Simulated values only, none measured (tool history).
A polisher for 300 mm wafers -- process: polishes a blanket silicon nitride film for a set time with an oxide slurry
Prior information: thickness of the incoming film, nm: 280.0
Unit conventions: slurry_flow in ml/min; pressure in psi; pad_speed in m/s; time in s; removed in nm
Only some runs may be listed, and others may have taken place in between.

run 1 hour=0 | slurry_flow=280 pressure=2.5 pad_speed=1.4 slurry_solids=1 time=92 | removed=44.936
run 2 hour=7.1 | slurry_flow=280 pressure=2.5 pad_speed=1.4 slurry_solids=0.8 time=92 | removed=41.618
run 3 hour=8.8 | slurry_flow=280 pressure=2.5 pad_speed=1.4 slurry_solids=0.8 time=97 | removed=44.389
run 4 hour=13.6 | slurry_flow=235 pressure=2.5 pad_speed=1.4 slurry_solids=0.8 time=97 | removed=42.882
run 5 hour=16.4 | slurry_flow=235 pressure=2.5 pad_speed=1.4 slurry_solids=0.8 time=97 | removed=44.6
run 6 hour=19.6 | slurry_flow=235 pressure=2.5 pad_speed=1.4 slurry_solids=0.8 time=92 | removed=41.084
run 7 hour=23 | slurry_flow=240 pressure=3.2 pad_speed=1.42 slurry_solids=0.8 time=92 | removed=51.994
run 8 hour=26.7 | slurry_flow=240 pressure=3.3 pad_speed=1.42 slurry_solids=0.8 time=92 | removed=53.121

Forecast run 9:
run 9 hour=28.6 | slurry_flow=240 pressure=3.4 pad_speed=1.42 slurry_solids=0.8 time=92 | removed=?

{"run 9": {"removed": 55.476}}
